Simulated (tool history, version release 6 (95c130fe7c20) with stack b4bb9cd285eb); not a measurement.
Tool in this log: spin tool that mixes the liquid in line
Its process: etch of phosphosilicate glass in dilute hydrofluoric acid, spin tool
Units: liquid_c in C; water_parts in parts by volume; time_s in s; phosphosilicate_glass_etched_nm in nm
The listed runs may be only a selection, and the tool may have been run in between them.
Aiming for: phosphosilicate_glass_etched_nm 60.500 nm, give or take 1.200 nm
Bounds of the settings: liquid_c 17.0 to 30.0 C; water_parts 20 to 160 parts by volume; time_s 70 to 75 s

| run | hour | liquid_c | water_parts | time_s | phosphosilicate_glass_etched_nm |
|---|---|---|---|---|---|
| 1 | 0.0 | 22.0 | 90 | 70 | 46.617 |
| 2 | 1.2 | 23.0 | 90 | 70 | 48.744 |
| 3 | 5.4 | 23.0 | 90 | 70 | 49.026 |
| 4 | 11.6 | 23.0 | 80 | 70 | 55.195 |
| 5 | 15.3 | 23.0 | 105 | 70 | 40.874 |
| 6 | 17.0 | 24.0 | 105 | 70 | 42.657 |
| 7 | 22.8 | 28.0 | 95 | 70 | 56.175 |
| 8 | 24.2 | 29.0 | 95 | 70 | 58.379 |

Of the 4 settings listed for the next run, only one would bring every result within its allowed miss of target. Which one?
| A | 25.6 | 28.0 | 95 | 70 | ? |
| B | 25.6 | 28.0 | 100 | 75 | ? |
| C | 25.6 | 27.5 | 90 | 70 | ? |
| D | 25.6 | 27.0 | 85 | 70 | ? |

| move | phosphosilicate_glass_etched_nm |
|---|---|
| A | 55.757 |
| B | 56.369 |
| C | 58.125 |
| D | 60.770 |
A: the biggest miss grows against the last run
B: the biggest miss grows against the last run
C: the biggest miss grows against the last run
D: meets every target
The right move is D.
